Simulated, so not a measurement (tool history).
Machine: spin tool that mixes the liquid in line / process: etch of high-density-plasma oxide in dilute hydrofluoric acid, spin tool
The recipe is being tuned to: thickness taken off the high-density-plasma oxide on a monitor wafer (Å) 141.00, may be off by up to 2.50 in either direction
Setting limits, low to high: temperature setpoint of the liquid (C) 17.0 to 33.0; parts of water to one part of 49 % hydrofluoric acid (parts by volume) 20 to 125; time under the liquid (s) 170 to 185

run    day  temperature setpoint of the liquid (C)  parts of water to one part of 49 % hydrofluoric acid (parts by volume)  time under the liquid (s)  thickness taken off the high-density-plasma oxide on a monitor wafer (Å)
  1  0.000                                    25.0                                                                      70                        170                                                                    173.55
  2  0.300                                    25.0                                                                      70                        170                                                                    173.89
  3  0.496                                    27.5                                                                      70                        170                                                                    192.14
  4  0.650                                    27.5                                                                      70                        185                                                                    211.04
  5  0.750                                    27.5                                                                      70                        185                                                                    210.00
  6  0.833                                    24.5                                                                      70                        185                                                                    186.66
  7  0.979                                    24.5                                                                      70                        185                                                                    184.35
     1.221  -- hydrofluoric acid flow meter replaced
  8  1.221                                    22.5                                                                      70                        185                                                                    189.75
  9  1.550                                    22.5                                                                      90                        185                                                                    145.19

Exactly one of the 5 candidate moves below puts every result within its allowed miss. Which one?
  A  1.879                                    24.0                                                                      90                        175                                                                         ?
  B  1.879                                    25.0                                                                      90                        170                                                                         ?
  C  1.879                                    22.0                                                                      85                        180                                                                         ?
  D  1.879                                    20.0                                                                      80                        175                                                                         ?
  E  1.879                                    28.5                                                                     100                        170                                                                         ?

move  thickness taken off the high-density-plasma oxide on a monitor wafer (Å)
   A                                                                    145.05
   B                                                                    146.61
   C                                                                    146.62
   D                                                                    140.30
   E                                                                    149.16
A: as far off as the last run
B: further off than the last run
C: further off than the last run
D: all results in spec
E: further off than the last run
Go with D: it meets all targets.

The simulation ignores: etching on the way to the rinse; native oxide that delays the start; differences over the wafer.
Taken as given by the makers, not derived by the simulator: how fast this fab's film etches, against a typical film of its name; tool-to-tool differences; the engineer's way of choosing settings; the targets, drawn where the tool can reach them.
